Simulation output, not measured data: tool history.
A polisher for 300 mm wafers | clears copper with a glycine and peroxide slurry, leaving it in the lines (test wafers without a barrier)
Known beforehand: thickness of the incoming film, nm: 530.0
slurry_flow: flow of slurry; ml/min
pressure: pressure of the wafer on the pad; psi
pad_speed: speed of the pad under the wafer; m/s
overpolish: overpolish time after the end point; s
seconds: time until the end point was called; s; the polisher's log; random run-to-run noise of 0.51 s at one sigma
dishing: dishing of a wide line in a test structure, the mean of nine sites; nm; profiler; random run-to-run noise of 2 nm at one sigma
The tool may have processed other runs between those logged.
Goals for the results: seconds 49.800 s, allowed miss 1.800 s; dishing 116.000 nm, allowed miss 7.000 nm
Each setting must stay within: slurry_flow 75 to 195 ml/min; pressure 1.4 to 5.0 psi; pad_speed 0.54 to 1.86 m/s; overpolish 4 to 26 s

{"run": 1, "hour": 0.0, "slurry_flow": 125, "pressure": 3.2, "pad_speed": 1.18, "overpolish": 13, "seconds": 67.383, "dishing": 66.633}
{"run": 2, "hour": 6.0, "slurry_flow": 125, "pressure": 3.2, "pad_speed": 1.32, "overpolish": 13, "seconds": 61.569, "dishing": 73.299}
{"run": 3, "hour": 13.9, "slurry_flow": 125, "pressure": 3.2, "pad_speed": 1.52, "overpolish": 13, "seconds": 54.941, "dishing": 79.484}
{"run": 4, "hour": 22.0, "slurry_flow": 125, "pressure": 3.3, "pad_speed": 1.52, "overpolish": 14, "seconds": 53.26, "dishing": 84.309}
{"run": 5, "hour": 29.9, "slurry_flow": 125, "pressure": 3.3, "pad_speed": 1.7, "overpolish": 14, "seconds": 48.382, "dishing": 91.354}
{"run": 6, "hour": 32.9, "slurry_flow": 125, "pressure": 3.9, "pad_speed": 1.7, "overpolish": 14, "seconds": 41.477, "dishing": 101.79}
{"run": 7, "hour": 40.9, "slurry_flow": 120, "pressure": 3.8, "pad_speed": 1.7, "overpolish": 15, "seconds": 43.001, "dishing": 103.48}
{"run": 8, "hour": 48.6, "slurry_flow": 115, "pressure": 3.7, "pad_speed": 1.7, "overpolish": 16, "seconds": 44.96, "dishing": 104.29}
{"run": 9, "hour": 53.5, "slurry_flow": 110, "pressure": 3.7, "pad_speed": 1.7, "overpolish": 17, "seconds": 44.895, "dishing": 108.4}
{"run": 10, "hour": 56.3, "slurry_flow": 105, "pressure": 3.6, "pad_speed": 1.7, "overpolish": 18, "seconds": 46.843, "dishing": 109.19}

Below are 5 possible settings for the next run. Only one of them brings all results inside the allowed miss of their targets. Which is it?
{"run": "A", "hour": 59.1, "slurry_flow": 100, "pressure": 4.2, "pad_speed": 1.6, "overpolish": 16, "seconds": "?", "dishing": "?"}
{"run": "B", "hour": 59.1, "slurry_flow": 110, "pressure": 4.0, "pad_speed": 1.76, "overpolish": 16, "seconds": "?", "dishing": "?"}
{"run": "C", "hour": 59.1, "slurry_flow": 85, "pressure": 3.4, "pad_speed": 1.78, "overpolish": 22, "seconds": "?", "dishing": "?"}
{"run": "D", "hour": 59.1, "slurry_flow": 85, "pressure": 3.9, "pad_speed": 1.54, "overpolish": 16, "seconds": "?", "dishing": "?"}
{"run": "E", "hour": 59.1, "slurry_flow": 110, "pressure": 3.4, "pad_speed": 1.86, "overpolish": 17, "seconds": "?", "dishing": "?"}

move=A seconds=43.901 dishing=104.230
move=B seconds=41.266 dishing=107.540
move=C seconds=49.344 dishing=114.240
move=D seconds=49.999 dishing=95.122
move=E seconds=44.903 dishing=103.860
A: moves away from the targets compared with the last run
B: moves away from the targets compared with the last run
C: each result inside its tolerance
D: gets the furthest-off result to its target, but another result is out of tolerance
E: moves away from the targets compared with the last run
The right move is C.
